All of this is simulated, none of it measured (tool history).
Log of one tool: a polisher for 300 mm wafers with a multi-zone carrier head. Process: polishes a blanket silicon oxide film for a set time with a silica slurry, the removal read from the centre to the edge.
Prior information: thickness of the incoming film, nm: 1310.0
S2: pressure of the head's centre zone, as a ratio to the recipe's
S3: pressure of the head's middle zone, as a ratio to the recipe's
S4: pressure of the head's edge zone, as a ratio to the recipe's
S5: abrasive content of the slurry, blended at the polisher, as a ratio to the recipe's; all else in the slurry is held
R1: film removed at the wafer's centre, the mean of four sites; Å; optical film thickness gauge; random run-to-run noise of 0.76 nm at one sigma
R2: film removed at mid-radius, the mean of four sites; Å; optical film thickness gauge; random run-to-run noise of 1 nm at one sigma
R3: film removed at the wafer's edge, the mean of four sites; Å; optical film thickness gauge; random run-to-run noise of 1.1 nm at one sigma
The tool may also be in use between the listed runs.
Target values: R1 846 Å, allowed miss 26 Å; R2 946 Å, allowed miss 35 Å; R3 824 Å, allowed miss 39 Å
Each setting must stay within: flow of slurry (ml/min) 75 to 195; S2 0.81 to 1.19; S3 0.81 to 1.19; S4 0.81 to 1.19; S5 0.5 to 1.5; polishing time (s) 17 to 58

Run 1, hour 0: flow of slurry (ml/min) 125, S2 1, S3 1, S4 1, S5 1, polishing time (s) 37. Result: R1 1253.9 Å, R2 1264.8 Å, R3 1233 Å.
Run 2, hour 2.2: flow of slurry (ml/min) 120, S2 0.98, S3 1.01, S4 0.95, S5 0.85, polishing time (s) 36. Result: R1 1065 Å, R2 1103.1 Å, R3 1047 Å.
Run 3, hour 10.7: flow of slurry (ml/min) 90, S2 0.98, S3 1.01, S4 0.95, S5 0.85, polishing time (s) 36. Result: R1 959.64 Å, R2 1029.5 Å, R3 1024.2 Å.
Run 4, hour 14.1: flow of slurry (ml/min) 110, S2 0.98, S3 1.01, S4 0.95, S5 0.85, polishing time (s) 36. Result: R1 1020.3 Å, R2 1063.5 Å, R3 1048.8 Å.
Run 5, hour 16.8: flow of slurry (ml/min) 115, S2 0.98, S3 1.04, S4 0.91, S5 0.75, polishing time (s) 36. Result: R1 939.93 Å, R2 989.47 Å, R3 920.26 Å.
Run 6, hour 20.6: flow of slurry (ml/min) 140, S2 0.98, S3 1.04, S4 0.91, S5 0.75, polishing time (s) 36. Result: R1 976.21 Å, R2 1034.4 Å, R3 958.09 Å.
Run 7, hour 29: flow of slurry (ml/min) 130, S2 0.98, S3 1.06, S4 0.88, S5 0.75, polishing time (s) 36. Result: R1 962.04 Å, R2 1051.1 Å, R3 952.13 Å.
Run 8, hour 37.6: flow of slurry (ml/min) 125, S2 0.99, S3 1.07, S4 0.86, S5 0.7, polishing time (s) 36. Result: R1 889.83 Å, R2 980.6 Å, R3 861.89 Å.
Run 9, hour 39.7: flow of slurry (ml/min) 110, S2 0.99, S3 1.08, S4 0.85, S5 0.7, polishing time (s) 36. Result: R1 876.53 Å, R2 968.72 Å, R3 820.41 Å.

Exercise: of the 5 proposed moves below, exactly one satisfies all targets within the stated allowed misses. Which move is it?
Run A, hour 41.8: flow of slurry (ml/min) 100, S2 0.89, S3 1.18, S4 0.82, S5 0.7, polishing time (s) 37. Result: R1 ?, R2 ?, R3 ?.
Run B, hour 41.8: flow of slurry (ml/min) 95, S2 1.19, S3 1.16, S4 0.81, S5 0.8, polishing time (s) 31. Result: R1 ?, R2 ?, R3 ?.
Run C, hour 41.8: flow of slurry (ml/min) 95, S2 0.98, S3 1.08, S4 0.84, S5 0.7, polishing time (s) 37. Result: R1 ?, R2 ?, R3 ?.
Run D, hour 41.8: flow of slurry (ml/min) 135, S2 1.02, S3 1.13, S4 0.84, S5 0.6, polishing time (s) 43. Result: R1 ?, R2 ?, R3 ?.
Run E, hour 41.8: flow of slurry (ml/min) 95, S2 1.02, S3 1.19, S4 0.91, S5 0.8, polishing time (s) 33. Result: R1 ?, R2 ?, R3 ?.

move      R1      R2      R3
   A  802.33  1029.7   837.6
   B  922.41  947.62  782.69
   C  843.94  941.19   839.7
   D  933.11  1037.7  867.32
   E  877.14  1031.6   877.5
A: takes the result that was furthest off past its target
B: its largest miss is bigger than the last run's
C: every result lands within tolerance
D: its largest miss is bigger than the last run's
E: its largest miss is bigger than the last run's
Move C is the one to make.
